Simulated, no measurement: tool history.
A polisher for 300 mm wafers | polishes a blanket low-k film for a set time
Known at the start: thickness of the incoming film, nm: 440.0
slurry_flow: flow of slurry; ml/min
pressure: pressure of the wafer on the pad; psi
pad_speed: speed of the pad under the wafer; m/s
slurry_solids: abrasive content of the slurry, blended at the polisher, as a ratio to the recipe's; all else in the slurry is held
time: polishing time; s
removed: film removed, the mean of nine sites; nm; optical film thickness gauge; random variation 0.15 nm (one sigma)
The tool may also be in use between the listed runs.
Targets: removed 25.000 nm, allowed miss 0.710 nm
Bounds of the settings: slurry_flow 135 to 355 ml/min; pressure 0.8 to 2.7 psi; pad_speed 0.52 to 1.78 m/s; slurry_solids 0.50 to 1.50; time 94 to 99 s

run   hour  slurry_flow  pressure  pad_speed  slurry_solids  time  removed
  1    0.0          225       1.7       1.14           1.00    94   45.049
  2    0.7          225       1.7       1.14           0.85    94   39.926
  3    3.9          220       1.5       1.14           0.85    94   35.707
  4   11.9          220       1.4       1.14           0.85    94   33.323
  5   17.8          220       1.4       1.26           0.85    94   36.213
  6   26.8          220       1.4       1.26           1.05    94   41.315
  7   32.2          215       1.3       1.22           1.05    94   37.730
  8   40.7          215       1.2       1.20           1.05    94   33.996
  9   48.3          215       1.1       1.20           1.05    94   31.977
 10   54.8          215       1.1       1.20           1.05    94   31.853
 11   59.9          215       1.0       1.20           1.05    94   29.060
 12   65.1          215       0.9       1.20           1.05    94   26.227
 13   71.1          215       0.8       1.20           1.05    94   23.559
 14   75.0          215       0.9       1.20           1.05    94   26.295
 15   76.6          215       0.8       1.20           1.05    94   23.514
 16   82.8          215       0.9       1.20           1.05    94   26.183
 17   86.5          215       0.8       1.20           1.05    94   23.451
 18   89.5          215       0.9       1.20           1.05    94   26.233
 19   96.2          215       0.8       1.20           1.05    94   23.585
 20  102.5          215       0.9       1.20           1.05    94   26.170
 21  111.2          200       0.8       1.20           1.05    94   23.226
 22  118.5          205       0.8       1.20           1.05    94   23.633
 23  122.7          210       0.8       1.20           1.05    94   23.421
 24  124.2          215       0.8       1.20           1.05    94   23.372

5 next moves are on the table. One of them brings every result within its allowed miss. Which?
  A  125.7          240       0.8       1.14           1.05    94        ?
  B  125.7          230       0.9       1.12           0.90    97        ?
  C  125.7          220       0.8       1.26           1.10    94        ?
  D  125.7          205       0.8       1.28           0.95    94        ?
  E  125.7          215       0.8       1.18           1.00    99        ?

move  removed
   A   22.895
   B   23.337
   C   25.086
   D   22.888
   E   23.645
A: further off than the last run
B: as far off as the last run
C: meets every target
D: further off than the last run
E: nearer than the last run, and not there yet
Answer: C
